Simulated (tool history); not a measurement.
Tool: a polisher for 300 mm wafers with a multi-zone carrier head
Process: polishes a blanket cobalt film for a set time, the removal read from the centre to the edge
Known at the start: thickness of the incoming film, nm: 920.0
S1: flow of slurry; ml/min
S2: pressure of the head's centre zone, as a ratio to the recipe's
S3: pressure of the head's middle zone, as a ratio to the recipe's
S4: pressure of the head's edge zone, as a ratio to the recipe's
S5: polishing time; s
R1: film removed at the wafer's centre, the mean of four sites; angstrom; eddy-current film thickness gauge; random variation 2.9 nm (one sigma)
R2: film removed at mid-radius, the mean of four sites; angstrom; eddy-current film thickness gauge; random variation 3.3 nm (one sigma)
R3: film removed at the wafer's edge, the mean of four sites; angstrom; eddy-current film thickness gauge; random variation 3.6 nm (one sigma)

Run 1, day 0: S1 175 ml/min, S2 1, S3 1, S4 1, S5 50 s. Result: R1 3955.3 angstrom, R2 3747.4 angstrom, R3 3574.2 angstrom.
Run 2, day 0.183: S1 175 ml/min, S2 1, S3 1, S4 1.04, S5 50 s. Result: R1 3975.4 angstrom, R2 3667.4 angstrom, R3 3634.4 angstrom.
Run 3, day 0.267: S1 175 ml/min, S2 1, S3 1, S4 1.04, S5 56 s. Result: R1 4425.5 angstrom, R2 4166.2 angstrom, R3 3999.8 angstrom.
Run 4, day 0.592: S1 170 ml/min, S2 0.98, S3 1.01, S4 0.99, S5 51 s. Result: R1 3901.7 angstrom, R2 3770.8 angstrom, R3 3683.1 angstrom.
Run 5, day 0.967: S1 170 ml/min, S2 0.98, S3 1.01, S4 0.94, S5 51 s. Result: R1 3964.1 angstrom, R2 3831.1 angstrom, R3 3476.5 angstrom.
Run 6, day 1.188: S1 170 ml/min, S2 0.98, S3 0.94, S4 0.94, S5 51 s. Result: R1 3908.7 angstrom, R2 3555.9 angstrom, R3 3474.5 angstrom.
At day 1.271: centre zone pressure recalibrated.
Run 7, day 1.271: S1 170 ml/min, S2 0.95, S3 0.95, S4 0.91, S5 48 s. Result: R1 3167.8 angstrom, R2 3433.3 angstrom, R3 3182.2 angstrom.
Run 8, day 1.621: S1 170 ml/min, S2 0.96, S3 0.94, S4 0.88, S5 47 s. Result: R1 3222.1 angstrom, R2 3273.4 angstrom, R3 3203.8 angstrom.
Run 9, day 1.883: S1 155 ml/min, S2 0.97, S3 0.97, S4 0.86, S5 45 s. Result: R1 3022.5 angstrom, R2 3219.4 angstrom, R3 2963.7 angstrom.

Forecast run 10:
Run 10, day 1.979: S1 150 ml/min, S2 0.98, S3 0.97, S4 0.85, S5 44 s. Result: R1 ?, R2 ?, R3 ?.

{"run 10": {"R1": 2971.1, "R2": 3126.3, "R3": 2794}}
